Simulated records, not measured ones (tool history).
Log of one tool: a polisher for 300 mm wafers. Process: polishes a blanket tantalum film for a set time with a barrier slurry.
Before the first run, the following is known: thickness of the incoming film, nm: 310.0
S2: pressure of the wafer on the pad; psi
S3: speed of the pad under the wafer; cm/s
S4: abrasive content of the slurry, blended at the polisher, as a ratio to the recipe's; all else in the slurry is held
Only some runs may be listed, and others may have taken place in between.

{"run": 1, "hour": 0.0, "flow of slurry (ml/min)": 240, "S2": 2.3, "S3": 98, "S4": 1, "polishing time (s)": 80, "film removed (Å)": 1282.4}
{"run": 2, "hour": 1.2, "flow of slurry (ml/min)": 240, "S2": 2.1, "S3": 98, "S4": 1, "polishing time (s)": 80, "film removed (Å)": 1213.1}
{"run": 3, "hour": 8.5, "flow of slurry (ml/min)": 240, "S2": 2.1, "S3": 98, "S4": 1, "polishing time (s)": 83, "film removed (Å)": 1228.7}
{"run": 4, "hour": 15.4, "flow of slurry (ml/min)": 240, "S2": 1.7, "S3": 98, "S4": 1, "polishing time (s)": 83, "film removed (Å)": 1041.2}
{"run": 5, "hour": 18.2, "flow of slurry (ml/min)": 240, "S2": 1.6, "S3": 98, "S4": 1, "polishing time (s)": 83, "film removed (Å)": 986.52}
{"run": 6, "hour": 19.1, "flow of slurry (ml/min)": 240, "S2": 2.2, "S3": 98, "S4": 1, "polishing time (s)": 83, "film removed (Å)": 1303.2}

Run 7, settings as shown, results not yet in. Your forecast:
{"run": 7, "hour": 24.1, "flow of slurry (ml/min)": 240, "S2": 1.6, "S3": 94, "S4": 1, "polishing time (s)": 83, "film removed (Å)": "?"}

Logged for run 7: film removed (Å) 925.43.
